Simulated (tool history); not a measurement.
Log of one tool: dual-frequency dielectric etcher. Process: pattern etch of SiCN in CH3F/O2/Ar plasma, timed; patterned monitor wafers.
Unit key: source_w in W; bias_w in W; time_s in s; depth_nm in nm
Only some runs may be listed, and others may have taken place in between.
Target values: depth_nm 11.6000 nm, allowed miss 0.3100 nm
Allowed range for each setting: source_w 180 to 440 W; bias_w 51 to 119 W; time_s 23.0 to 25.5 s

run 1 hour=0.0 | source_w=310 bias_w=85 time_s=25.5 | depth_nm=9.6533
run 2 hour=3.5 | source_w=310 bias_w=85 time_s=25.5 | depth_nm=9.6796
run 3 hour=7.4 | source_w=340 bias_w=89 time_s=25.5 | depth_nm=10.2100
run 4 hour=10.2 | source_w=360 bias_w=91 time_s=25.5 | depth_nm=10.6440
run 5 hour=11.7 | source_w=370 bias_w=92 time_s=25.5 | depth_nm=10.7390
run 6 hour=20.1 | source_w=380 bias_w=93 time_s=25.5 | depth_nm=10.8900
run 7 hour=23.2 | source_w=390 bias_w=94 time_s=25.5 | depth_nm=11.0760
run 8 hour=28.0 | source_w=400 bias_w=95 time_s=25.5 | depth_nm=11.2080

Exactly one of the 4 candidate moves below puts every result within its allowed miss. Which one?
run A hour=32.8 | source_w=390 bias_w=99 time_s=24.0 | depth_nm=?
run B hour=32.8 | source_w=400 bias_w=100 time_s=25.5 | depth_nm=?
run C hour=32.8 | source_w=390 bias_w=104 time_s=24.0 | depth_nm=?
run D hour=32.8 | source_w=430 bias_w=104 time_s=23.0 | depth_nm=?

move=A depth_nm=10.7870
move=B depth_nm=11.6320
move=C depth_nm=11.0880
move=D depth_nm=11.0080
A: its largest miss is bigger than the last run's
B: every result lands within tolerance
C: its largest miss is bigger than the last run's
D: its largest miss is bigger than the last run's
Answer: B
